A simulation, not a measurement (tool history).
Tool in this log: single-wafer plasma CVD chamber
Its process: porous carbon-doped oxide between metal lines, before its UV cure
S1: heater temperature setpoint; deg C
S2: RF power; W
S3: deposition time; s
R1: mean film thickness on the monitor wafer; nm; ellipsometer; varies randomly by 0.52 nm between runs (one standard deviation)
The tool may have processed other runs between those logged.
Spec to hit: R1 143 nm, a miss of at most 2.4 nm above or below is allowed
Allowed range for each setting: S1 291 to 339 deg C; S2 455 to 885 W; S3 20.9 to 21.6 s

run    day   S1   S2    S3      R1
  1      0  315  670  20.9  132.44
  2  0.154  312  675  20.9   135.9
  3  0.525  310  675  20.9  136.11
  4  0.754  314  675  20.9  133.28
  5  1.125  312  680  20.9  135.58
  6  1.238  312  595  20.9  123.87
  7  1.271  308  605  20.9  127.19
  8  1.471  305  615  20.9  130.65

Exercise: of the 4 proposed moves below, exactly one satisfies all targets within the stated allowed misses. Which move is it?
  A  1.671  296  585  21.6   ?
  B  1.671  307  675  20.9   ?
  C  1.671  292  585  21.5   ?
  D  1.671  304  660  21.6   ?

move      R1
   A  136.51
   B  137.85
   C  138.71
   D  142.26
A: an improvement on the last run, though not all results are within tolerance
B: an improvement on the last run, though not all results are within tolerance
C: an improvement on the last run, though not all results are within tolerance
D: hits every target within its allowed miss
Answer: D
